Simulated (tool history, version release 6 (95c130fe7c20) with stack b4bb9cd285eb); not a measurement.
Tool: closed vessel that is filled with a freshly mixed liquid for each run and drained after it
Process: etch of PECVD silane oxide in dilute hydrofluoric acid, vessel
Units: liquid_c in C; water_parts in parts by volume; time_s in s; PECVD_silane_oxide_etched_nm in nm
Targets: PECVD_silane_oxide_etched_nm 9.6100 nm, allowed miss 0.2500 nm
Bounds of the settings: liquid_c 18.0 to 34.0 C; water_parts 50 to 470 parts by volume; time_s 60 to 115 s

run	hour	liquid_c	water_parts	time_s	PECVD_silane_oxide_etched_nm
1	0.0	26.0	260	115	7.1040
2	3.8	28.0	255	115	7.7859
3	5.5	28.0	310	115	5.9992
4	13.5	29.5	295	115	6.7248
5	22.4	26.0	295	115	6.0310
6	27.9	26.0	225	115	8.4839
7	33.2	27.0	225	115	8.7741
8	36.5	27.0	225	115	8.7919
9	43.1	27.5	225	115	8.9067
10	50.5	28.0	225	115	9.0353
11	58.3	28.5	225	115	9.2215

5 next moves are on the table. One of them brings every result within its allowed miss. Which?
A	66.1	28.0	215	115	?
B	66.1	26.5	220	115	?
C	66.1	28.5	230	115	?
D	66.1	29.0	245	115	?
E	66.1	29.5	250	115	?

move	PECVD_silane_oxide_etched_nm
A	9.6129
B	8.8608
C	8.9867
D	8.4356
E	8.3593
A: meets every target
B: further off than the last run
C: further off than the last run
D: further off than the last run
E: further off than the last run
The right move is A.

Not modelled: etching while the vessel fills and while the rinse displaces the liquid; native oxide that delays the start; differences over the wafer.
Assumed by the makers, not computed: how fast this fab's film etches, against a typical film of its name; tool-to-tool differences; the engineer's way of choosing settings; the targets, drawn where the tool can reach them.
